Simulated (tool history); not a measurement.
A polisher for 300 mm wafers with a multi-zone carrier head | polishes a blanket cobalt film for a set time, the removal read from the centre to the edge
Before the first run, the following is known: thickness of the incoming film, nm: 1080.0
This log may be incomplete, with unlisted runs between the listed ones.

run  hour  flow of slurry (ml/min)  pressure of the head's centre zone  pressure of the head's middle zone  pressure of the head's edge zone  polishing time (s)  film removed at the wafer's centre (angstrom)  film removed at mid-radius (angstrom)  film removed at the wafer's edge (angstrom)
  1   0.0                      205                                1.00                                1.00                              1.00                  62                                         2040.6                                 2029.3                                       2047.6
  2   1.6                      185                                1.00                                1.00                              1.00                  62                                         2038.7                                 2023.5                                       2011.4
  3  10.3                      185                                1.00                                1.00                              1.08                  62                                         2016.5                                 2036.4                                       2042.6
  4  11.6                      185                                1.04                                1.00                              1.08                  62                                         2079.6                                 2009.4                                       2064.3
  5  16.4                      195                                1.03                                1.00                              1.09                  63                                         2134.2                                 2041.8                                       2107.2
  6  22.6                      195                                1.09                                1.00                              1.09                  63                                         2259.5                                 2075.9                                       2117.5
  7  26.0                      200                                1.07                                1.00                              1.10                  64                                         2268.6                                 2113.0                                       2188.8
  8  28.1                      210                                1.05                                1.00                              1.11                  65                                         2228.7                                 2154.3                                       2198.7

Forecast run 9:
  9  29.7                      215                                1.04                                0.99                              1.12                  66                                              ?                                      ?                                            ?

Run 9 gave film removed at the wafer's centre (angstrom) 2256.8, film removed at mid-radius (angstrom) 2157.3, film removed at the wafer's edge (angstrom) 2307.2.
